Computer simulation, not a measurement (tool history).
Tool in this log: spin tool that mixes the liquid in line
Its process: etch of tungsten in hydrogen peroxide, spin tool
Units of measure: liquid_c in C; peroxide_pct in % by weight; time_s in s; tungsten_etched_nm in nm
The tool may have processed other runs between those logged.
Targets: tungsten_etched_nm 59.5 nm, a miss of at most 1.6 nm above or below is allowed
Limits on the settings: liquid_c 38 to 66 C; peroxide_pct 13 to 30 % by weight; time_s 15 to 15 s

run 1 hour=0 | liquid_c=54 peroxide_pct=24 time_s=15 | tungsten_etched_nm=32.347
run 2 hour=8.5 | liquid_c=54 peroxide_pct=26 time_s=15 | tungsten_etched_nm=33.632
run 3 hour=13.9 | liquid_c=54 peroxide_pct=26 time_s=15 | tungsten_etched_nm=33.659
run 4 hour=17.1 | liquid_c=54 peroxide_pct=26 time_s=15 | tungsten_etched_nm=33.582
run 5 hour=22.3 | liquid_c=56.5 peroxide_pct=26 time_s=15 | tungsten_etched_nm=39.208
run 6 hour=28 | liquid_c=58 peroxide_pct=26 time_s=15 | tungsten_etched_nm=42.552
run 7 hour=34.7 | liquid_c=59.5 peroxide_pct=26 time_s=15 | tungsten_etched_nm=46.228
run 8 hour=35.7 | liquid_c=60.5 peroxide_pct=26 time_s=15 | tungsten_etched_nm=49.119
-- hour=41.6 new drum of peroxide connected
run 9 hour=41.6 | liquid_c=61.5 peroxide_pct=26 time_s=15 | tungsten_etched_nm=53.795
run 10 hour=46.7 | liquid_c=62 peroxide_pct=26 time_s=15 | tungsten_etched_nm=55.479

Which single option among these 4 for the next run brings every result within its allowed miss of target? Just one does.
run A hour=51.8 | liquid_c=61.5 peroxide_pct=28 time_s=15 | tungsten_etched_nm=?
run B hour=51.8 | liquid_c=62.5 peroxide_pct=25.5 time_s=15 | tungsten_etched_nm=?
run C hour=51.8 | liquid_c=62 peroxide_pct=27 time_s=15 | tungsten_etched_nm=?
run D hour=51.8 | liquid_c=62 peroxide_pct=30 time_s=15 | tungsten_etched_nm=?

move=A tungsten_etched_nm=55.993
move=B tungsten_etched_nm=56.559
move=C tungsten_etched_nm=56.571
move=D tungsten_etched_nm=59.631
A: better than the last run, though not everything is in spec
B: better than the last run, though not everything is in spec
C: better than the last run, though not everything is in spec
D: hits every target within its allowed miss
So the answer is move D, the one that meets all the targets.
